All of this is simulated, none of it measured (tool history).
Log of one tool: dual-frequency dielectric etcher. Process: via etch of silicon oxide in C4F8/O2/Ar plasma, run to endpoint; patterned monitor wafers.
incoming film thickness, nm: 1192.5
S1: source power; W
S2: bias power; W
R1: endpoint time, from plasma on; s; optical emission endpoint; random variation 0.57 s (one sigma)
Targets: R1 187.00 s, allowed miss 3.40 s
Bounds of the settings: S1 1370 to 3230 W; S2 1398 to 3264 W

{"run": 1, "hour": 0.0, "S1": 2300, "S2": 2331, "R1": 206.78}
{"run": 2, "hour": 3.0, "S1": 2450, "S2": 2360, "R1": 199.1}
{"run": 3, "hour": 10.6, "S1": 2080, "S2": 2360, "R1": 213.97}
{"run": 4, "hour": 15.3, "S1": 2350, "S2": 2360, "R1": 203.79}
{"run": 5, "hour": 18.0, "S1": 2470, "S2": 2381, "R1": 199.47}
{"run": 6, "hour": 23.0, "S1": 2120, "S2": 2381, "R1": 213.59}
{"run": 7, "hour": 26.1, "S1": 2290, "S2": 2412, "R1": 204.54}
{"run": 8, "hour": 32.1, "S1": 2410, "S2": 2432, "R1": 200.55}
{"run": 9, "hour": 38.0, "S1": 2510, "S2": 2453, "R1": 196.35}
{"run": 10, "hour": 43.9, "S1": 2580, "S2": 2468, "R1": 193.37}
{"hour": 45.4, "done": "wet clean of the chamber"}
{"run": 11, "hour": 45.4, "S1": 2630, "S2": 2478, "R1": 200.23}
{"run": 12, "hour": 50.3, "S1": 2800, "S2": 2219, "R1": 199.43}
{"run": 13, "hour": 56.8, "S1": 2890, "S2": 2272, "R1": 196.87}

Which of these 4 next moves meets every target?
{"run": "A", "hour": 63.3, "S1": 3030, "S2": 2526, "R1": "?"}
{"run": "B", "hour": 63.3, "S1": 2760, "S2": 2522, "R1": "?"}
{"run": "C", "hour": 63.3, "S1": 2390, "S2": 2474, "R1": "?"}
{"run": "D", "hour": 63.3, "S1": 2730, "S2": 1994, "R1": "?"}

move=A R1=187.79
move=B R1=195.32
move=C R1=208.34
move=D R1=205.83
A: meets every target
B: nearer than the last run, and not there yet
C: further off than the last run
D: further off than the last run
Move A is the one to make.
